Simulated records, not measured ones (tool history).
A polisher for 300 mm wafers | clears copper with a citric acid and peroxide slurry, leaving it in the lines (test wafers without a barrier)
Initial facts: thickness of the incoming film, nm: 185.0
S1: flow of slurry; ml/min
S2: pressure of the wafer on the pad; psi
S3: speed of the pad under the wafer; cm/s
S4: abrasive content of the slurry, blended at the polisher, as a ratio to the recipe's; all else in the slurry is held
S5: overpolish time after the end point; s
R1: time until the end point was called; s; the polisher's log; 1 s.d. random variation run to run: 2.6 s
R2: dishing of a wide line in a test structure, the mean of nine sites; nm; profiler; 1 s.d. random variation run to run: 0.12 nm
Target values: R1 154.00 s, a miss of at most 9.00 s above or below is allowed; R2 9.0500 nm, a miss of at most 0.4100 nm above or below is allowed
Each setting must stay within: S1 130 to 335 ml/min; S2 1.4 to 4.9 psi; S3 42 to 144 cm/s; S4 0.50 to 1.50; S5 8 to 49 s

run	day	S1	S2	S3	S4	S5	R1	R2
1	0.000	215	3.1	92	1.00	25	112.03	31.5310
2	0.225	215	2.9	88	1.00	21	121.59	24.6890
3	0.550	225	2.6	86	1.05	18	135.78	19.6030
4	0.792	225	2.6	86	1.05	11	130.06	12.6200
5	0.879	225	2.6	86	1.05	15	131.96	17.3510
6	0.967	225	2.6	108	1.05	15	110.55	19.8520
7	1.025	220	2.7	98	1.00	14	115.48	17.7230
8	1.162	205	2.7	90	0.95	13	128.99	15.2370

Pick the move, out of 5, that brings all results within their allowed miss; only one does.
A	1.300	185	2.8	86	1.45	17	?	?
B	1.300	165	2.0	88	1.20	26	?	?
C	1.300	205	3.0	100	0.95	27	?	?
D	1.300	200	2.5	86	0.90	27	?	?
E	1.300	195	2.6	74	0.95	9	?	?

move	R1	R2
A	118.88	21.2180
B	156.47	24.1880
C	109.04	34.8470
D	141.94	27.4640
E	153.41	9.0987
A: the biggest miss grows against the last run
B: the biggest miss grows against the last run
C: the biggest miss grows against the last run
D: the biggest miss grows against the last run
E: every result lands within tolerance
E meets every target.
